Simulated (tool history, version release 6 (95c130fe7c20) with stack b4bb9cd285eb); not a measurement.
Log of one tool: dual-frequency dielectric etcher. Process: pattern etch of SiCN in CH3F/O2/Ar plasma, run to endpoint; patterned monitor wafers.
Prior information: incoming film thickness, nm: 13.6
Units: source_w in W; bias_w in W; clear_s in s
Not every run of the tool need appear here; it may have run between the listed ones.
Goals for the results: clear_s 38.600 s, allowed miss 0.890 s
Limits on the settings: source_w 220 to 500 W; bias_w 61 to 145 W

| run | hour | source_w | bias_w | clear_s |
|---|---|---|---|---|
| 1 | 0.0 | 360 | 103 | 33.571 |
| 2 | 5.1 | 330 | 100 | 35.319 |
| 3 | 8.0 | 370 | 100 | 33.657 |
| 4 | 13.6 | 370 | 114 | 32.296 |
| 5 | 20.2 | 370 | 127 | 30.508 |
| 6 | 28.2 | 330 | 119 | 32.565 |
| 7 | 30.6 | 300 | 112 | 33.883 |
| 8 | 39.1 | 280 | 105 | 35.824 |
| 9 | 42.5 | 270 | 102 | 36.252 |
| 10 | 47.0 | 220 | 92 | 40.720 |
| 11 | 47.7 | 230 | 93 | 39.569 |

Exactly one of the 5 candidate moves below puts every result within its allowed miss. Which one?
| A | 48.4 | 270 | 104 | ? |
| B | 48.4 | 290 | 100 | ? |
| C | 48.4 | 240 | 96 | ? |
| D | 48.4 | 270 | 101 | ? |
| E | 48.4 | 290 | 101 | ? |

| move | clear_s |
|---|---|
| A | 36.309 |
| B | 36.290 |
| C | 38.749 |
| D | 36.790 |
| E | 36.128 |
A: carries the result that was furthest off beyond its target, to the other side
B: carries the result that was furthest off beyond its target, to the other side
C: each result inside its tolerance
D: carries the result that was furthest off beyond its target, to the other side
E: carries the result that was furthest off beyond its target, to the other side
Correct choice: C, which meets every target

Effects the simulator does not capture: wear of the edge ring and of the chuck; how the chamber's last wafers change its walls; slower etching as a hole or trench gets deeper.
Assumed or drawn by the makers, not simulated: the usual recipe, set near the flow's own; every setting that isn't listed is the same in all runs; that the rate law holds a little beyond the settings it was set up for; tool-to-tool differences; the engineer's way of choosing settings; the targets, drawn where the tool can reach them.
